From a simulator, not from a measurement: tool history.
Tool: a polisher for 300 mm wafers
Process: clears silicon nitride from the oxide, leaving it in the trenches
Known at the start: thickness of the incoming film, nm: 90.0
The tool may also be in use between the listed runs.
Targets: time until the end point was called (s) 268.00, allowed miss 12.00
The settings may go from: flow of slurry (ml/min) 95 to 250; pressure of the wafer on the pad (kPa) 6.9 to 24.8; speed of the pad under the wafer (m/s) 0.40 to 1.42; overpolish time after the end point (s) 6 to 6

run  hour  flow of slurry (ml/min)  pressure of the wafer on the pad (kPa)  speed of the pad under the wafer (m/s)  overpolish time after the end point (s)  time until the end point was called (s)
  1   0.0                      160                                    15.9                                    0.90                                        6                                   122.95
  2   8.2                      160                                    11.7                                    0.90                                        6                                   162.50
  3  11.0                      160                                    15.2                                    0.90                                        6                                   127.93
  4  12.2                      160                                    13.1                                    0.86                                        6                                   150.42
  5  18.7                      160                                    15.2                                    0.86                                        6                                   130.32
  6  26.9                      160                                    12.4                                    0.86                                        6                                   161.43
  7  29.8                      160                                    11.0                                    0.84                                        6                                   183.72
  8  38.5                      160                                    10.3                                    0.82                                        6                                   193.98
  9  42.8                      160                                     9.7                                    0.80                                        6                                   208.83
 10  45.3                      160                                     9.0                                    0.80                                        6                                   222.02
 11  53.3                      160                                     8.3                                    0.80                                        6                                   245.15

5 next moves are on the table. One of them brings every result within its allowed miss. Which?
  A  61.3                      110                                     9.7                                    0.70                                        6                                        ?
  B  61.3                      140                                     7.6                                    0.80                                        6                                        ?
  C  61.3                      170                                     7.6                                    0.90                                        6                                        ?
  D  61.3                      175                                     9.7                                    0.78                                        6                                        ?
  E  61.3                      165                                     8.3                                    0.84                                        6                                        ?

move  time until the end point was called (s)
   A                                   246.11
   B                                   272.95
   C                                   246.44
   D                                   212.30
   E                                   237.63
A: as far off as the last run
B: meets every target
C: nearer than the last run, and not there yet
D: further off than the last run
E: further off than the last run
Move B is the one to make.
